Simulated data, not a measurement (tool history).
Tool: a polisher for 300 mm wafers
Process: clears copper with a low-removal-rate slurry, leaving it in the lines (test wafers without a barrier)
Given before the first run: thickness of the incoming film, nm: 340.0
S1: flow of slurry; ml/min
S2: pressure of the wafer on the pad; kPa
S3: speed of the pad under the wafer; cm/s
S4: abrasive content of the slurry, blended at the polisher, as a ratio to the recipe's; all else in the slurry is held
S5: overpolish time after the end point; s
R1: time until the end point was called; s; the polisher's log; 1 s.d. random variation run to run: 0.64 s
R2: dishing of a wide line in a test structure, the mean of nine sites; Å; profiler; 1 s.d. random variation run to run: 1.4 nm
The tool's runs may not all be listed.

run  hour   S1    S2  S3   S4  S5      R1      R2
  1     0  245  26.9  86    1  29  107.17   497.3
  2   6.9  245  26.9  86  1.1  29  105.67  502.37
  3   7.7  245  24.1  86  1.1  29  113.28  482.96
  4  14.5  245  25.5  86  1.1  30  110.31  500.66
  5  23.2  210  25.5  86  1.1  30  112.73  514.88
  6    24  220  26.9  86  1.1  31  106.03  515.22

Run 7 comes next. What will it give?
  7  32.2  225  27.6  86  1.1  32   ?   ?

R1: 104.7 s
R2: 556.55 Å

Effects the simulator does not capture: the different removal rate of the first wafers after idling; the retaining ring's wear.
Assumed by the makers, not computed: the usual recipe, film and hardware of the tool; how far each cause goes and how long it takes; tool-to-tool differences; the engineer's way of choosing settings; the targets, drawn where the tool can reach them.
